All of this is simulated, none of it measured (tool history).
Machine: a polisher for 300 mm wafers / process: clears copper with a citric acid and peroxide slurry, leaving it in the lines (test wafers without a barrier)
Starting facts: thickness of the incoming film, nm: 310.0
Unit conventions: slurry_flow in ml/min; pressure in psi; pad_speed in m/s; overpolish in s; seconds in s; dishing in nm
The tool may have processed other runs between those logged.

run    day  slurry_flow  pressure  pad_speed  slurry_solids  overpolish  seconds  dishing
  1      0          160       4.2        1.3              1          24   92.386   55.279
  2  0.204          160       4.2        1.3           0.85          24    97.41    54.55
  3  0.388          160       4.2        1.3           0.75          24   102.15   52.726
  4   0.55          160       4.2       1.48           0.75          24   88.011    56.87
  5  0.912          125       4.2       1.48           0.75          24   89.405   55.451
  6  1.175          125       4.6       1.52           0.75          25   81.093   62.886
  7  1.408          125         5       1.56           0.75          26   71.468   71.945
     1.608  -- slurry blender recalibrated
  8  1.608          125       5.3       1.58           0.75          27   64.278   81.549

Run 9 has not been measured yet. What should we expect?
  9  1.908          130       5.5       1.58           0.75          27        ?        ?

seconds: 60.128 s
dishing: 84.283 nm
